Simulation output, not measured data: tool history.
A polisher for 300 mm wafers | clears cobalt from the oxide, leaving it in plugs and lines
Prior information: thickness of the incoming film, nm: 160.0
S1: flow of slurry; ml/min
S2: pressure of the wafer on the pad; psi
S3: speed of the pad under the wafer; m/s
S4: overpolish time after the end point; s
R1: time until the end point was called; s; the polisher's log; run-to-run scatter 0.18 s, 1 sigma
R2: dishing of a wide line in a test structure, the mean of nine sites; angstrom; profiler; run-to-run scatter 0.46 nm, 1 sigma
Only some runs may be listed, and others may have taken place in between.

| run | hour | S1 | S2 | S3 | S4 | R1 | R2 |
|---|---|---|---|---|---|---|---|
| 1 | 0 | 245 | 2 | 1.3 | 13 | 25.892 | 505.14 |
| 2 | 2.8 | 245 | 2 | 1.48 | 13 | 22.943 | 528.95 |
| 3 | 9.1 | 245 | 2 | 1.48 | 15 | 23.104 | 556.83 |
| 4 | 14.6 | 250 | 2 | 1.48 | 13 | 22.906 | 532.83 |
| 5 | 18.5 | 250 | 2 | 1.48 | 12 | 23.182 | 512.17 |
| 6 | 20.4 | 250 | 2 | 1.48 | 14 | 22.869 | 554.39 |
| 7 | 20.9 | 250 | 2 | 1.48 | 13 | 22.559 | 540.51 |

Run 8 is up next; what results do you expect?
| 8 | 26.9 | 250 | 2 | 1.48 | 12 | ? | ? |

Run 8 came out at R1 22.554 s, R2 506.3 angstrom.

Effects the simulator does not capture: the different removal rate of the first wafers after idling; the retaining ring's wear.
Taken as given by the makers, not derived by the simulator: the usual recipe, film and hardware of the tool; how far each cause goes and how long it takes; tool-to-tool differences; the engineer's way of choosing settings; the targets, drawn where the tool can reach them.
